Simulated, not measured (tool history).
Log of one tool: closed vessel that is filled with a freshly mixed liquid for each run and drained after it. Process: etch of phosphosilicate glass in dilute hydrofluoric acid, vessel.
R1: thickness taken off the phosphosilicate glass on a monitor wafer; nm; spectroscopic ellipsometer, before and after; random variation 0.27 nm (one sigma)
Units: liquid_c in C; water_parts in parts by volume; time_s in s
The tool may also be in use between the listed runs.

run 1 day=0 | liquid_c=20 water_parts=100 time_s=30 | R1=15.775
run 2 day=0.054 | liquid_c=21.5 water_parts=90 time_s=30 | R1=18.665
run 3 day=0.125 | liquid_c=22.5 water_parts=85 time_s=30 | R1=20.867
run 4 day=0.183 | liquid_c=22.5 water_parts=85 time_s=30 | R1=20.842
run 5 day=0.429 | liquid_c=23.5 water_parts=80 time_s=30 | R1=23.027
run 6 day=0.708 | liquid_c=24 water_parts=75 time_s=30 | R1=25.431
run 7 day=1.004 | liquid_c=24.5 water_parts=75 time_s=30 | R1=25.723
run 8 day=1.375 | liquid_c=25 water_parts=75 time_s=30 | R1=26.505
run 9 day=1.442 | liquid_c=25.5 water_parts=75 time_s=30 | R1=27.225
run 10 day=1.596 | liquid_c=26 water_parts=75 time_s=30 | R1=27.157

Run 11 comes next. What will it give?
run 11 day=1.946 | liquid_c=26.5 water_parts=70 time_s=30 | R1=?

{"run 11": {"R1": 29.84}}
